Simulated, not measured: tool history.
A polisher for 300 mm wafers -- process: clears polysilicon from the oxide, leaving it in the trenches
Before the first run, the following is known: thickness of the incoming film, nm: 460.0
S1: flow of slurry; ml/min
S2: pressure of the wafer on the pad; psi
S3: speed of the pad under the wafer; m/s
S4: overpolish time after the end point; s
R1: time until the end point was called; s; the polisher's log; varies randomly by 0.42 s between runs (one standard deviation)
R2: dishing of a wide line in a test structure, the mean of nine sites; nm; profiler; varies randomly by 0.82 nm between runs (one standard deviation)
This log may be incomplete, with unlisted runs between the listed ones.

{"run": 1, "hour": 0.0, "S1": 130, "S2": 3.4, "S3": 0.8, "S4": 18, "R1": 26.052, "R2": 68.798}
{"run": 2, "hour": 0.6, "S1": 130, "S2": 3.2, "S3": 0.8, "S4": 15, "R1": 27.861, "R2": 67.335}
{"run": 3, "hour": 7.4, "S1": 130, "S2": 3.2, "S3": 0.96, "S4": 15, "R1": 24.084, "R2": 69.316}
{"run": 4, "hour": 8.5, "S1": 100, "S2": 3.2, "S3": 0.96, "S4": 15, "R1": 25.085, "R2": 68.862}
{"run": 5, "hour": 16.8, "S1": 80, "S2": 3.2, "S3": 0.96, "S4": 15, "R1": 26.866, "R2": 67.68}
{"run": 6, "hour": 23.2, "S1": 80, "S2": 3.2, "S3": 0.96, "S4": 15, "R1": 26.735, "R2": 67.319}
{"run": 7, "hour": 30.2, "S1": 80, "S2": 3.1, "S3": 0.94, "S4": 13, "R1": 27.676, "R2": 66.324}
{"run": 8, "hour": 37.1, "S1": 80, "S2": 3.0, "S3": 0.92, "S4": 11, "R1": 29.056, "R2": 63.619}
{"run": 9, "hour": 43.9, "S1": 80, "S2": 2.9, "S3": 0.92, "S4": 10, "R1": 29.921, "R2": 61.832}
{"run": 10, "hour": 51.0, "S1": 80, "S2": 2.8, "S3": 0.92, "S4": 10, "R1": 31.379, "R2": 59.724}
{"run": 11, "hour": 59.3, "S1": 80, "S2": 2.8, "S3": 0.92, "S4": 10, "R1": 31.537, "R2": 61.594}
{"run": 12, "hour": 59.8, "S1": 80, "S2": 2.7, "S3": 0.92, "S4": 10, "R1": 32.241, "R2": 60.68}

What will run 13 give?
{"run": 13, "hour": 67.7, "S1": 80, "S2": 2.7, "S3": 0.92, "S4": 10, "R1": "?", "R2": "?"}

{"run 13": {"R1": 33.146, "R2": 58.683}}
